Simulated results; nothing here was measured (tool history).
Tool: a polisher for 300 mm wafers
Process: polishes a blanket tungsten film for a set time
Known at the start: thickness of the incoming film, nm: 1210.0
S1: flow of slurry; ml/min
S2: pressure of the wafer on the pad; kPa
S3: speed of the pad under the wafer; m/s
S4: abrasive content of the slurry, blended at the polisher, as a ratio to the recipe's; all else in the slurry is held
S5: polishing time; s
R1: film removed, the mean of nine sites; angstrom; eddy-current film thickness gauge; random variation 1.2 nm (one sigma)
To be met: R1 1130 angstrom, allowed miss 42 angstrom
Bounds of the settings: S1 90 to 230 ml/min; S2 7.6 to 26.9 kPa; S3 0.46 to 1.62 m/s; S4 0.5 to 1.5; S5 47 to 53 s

{"run": 1, "hour": 0.0, "S1": 150, "S2": 17.2, "S3": 1.04, "S4": 1, "S5": 53, "R1": 1503.1}
{"run": 2, "hour": 2.1, "S1": 150, "S2": 16.5, "S3": 1.04, "S4": 1, "S5": 53, "R1": 1424.6}
{"run": 3, "hour": 11.0, "S1": 180, "S2": 16.5, "S3": 1.04, "S4": 1, "S5": 53, "R1": 1473.7}
{"run": 4, "hour": 19.3, "S1": 150, "S2": 16.5, "S3": 1.04, "S4": 1, "S5": 53, "R1": 1443.8}
{"run": 5, "hour": 22.5, "S1": 150, "S2": 15.9, "S3": 1.04, "S4": 1, "S5": 53, "R1": 1389.3}
{"run": 6, "hour": 30.9, "S1": 150, "S2": 15.9, "S3": 1.04, "S4": 1.15, "S5": 53, "R1": 1436.2}
{"hour": 35.9, "done": "slurry blender recalibrated"}
{"run": 7, "hour": 35.9, "S1": 150, "S2": 15.2, "S3": 1.04, "S4": 1.15, "S5": 53, "R1": 1421.9}
{"run": 8, "hour": 41.5, "S1": 150, "S2": 15.2, "S3": 1.04, "S4": 1.15, "S5": 53, "R1": 1470.7}
{"run": 9, "hour": 50.1, "S1": 150, "S2": 13.8, "S3": 1.04, "S4": 1.15, "S5": 53, "R1": 1304.1}
{"run": 10, "hour": 51.5, "S1": 150, "S2": 13.1, "S3": 1.04, "S4": 1.15, "S5": 53, "R1": 1237.3}
{"run": 11, "hour": 58.7, "S1": 150, "S2": 12.4, "S3": 1.04, "S4": 1.15, "S5": 53, "R1": 1196.7}

Which of these 5 next moves meets every target?
{"run": "A", "hour": 65.9, "S1": 150, "S2": 13.8, "S3": 0.94, "S4": 1.2, "S5": 53, "R1": "?"}
{"run": "B", "hour": 65.9, "S1": 150, "S2": 11.7, "S3": 1.08, "S4": 1.1, "S5": 52, "R1": "?"}
{"run": "C", "hour": 65.9, "S1": 190, "S2": 15.2, "S3": 0.9, "S4": 1, "S5": 51, "R1": "?"}
{"run": "D", "hour": 65.9, "S1": 165, "S2": 16.5, "S3": 0.88, "S4": 1.45, "S5": 47, "R1": "?"}
{"run": "E", "hour": 65.9, "S1": 175, "S2": 13.1, "S3": 1.16, "S4": 1.15, "S5": 47, "R1": "?"}

move=A R1=1207.6
move=B R1=1134.2
move=C R1=1210.6
move=D R1=1276.3
move=E R1=1260.7
A: further off than the last run
B: meets every target
C: further off than the last run
D: further off than the last run
E: further off than the last run
Answer: B

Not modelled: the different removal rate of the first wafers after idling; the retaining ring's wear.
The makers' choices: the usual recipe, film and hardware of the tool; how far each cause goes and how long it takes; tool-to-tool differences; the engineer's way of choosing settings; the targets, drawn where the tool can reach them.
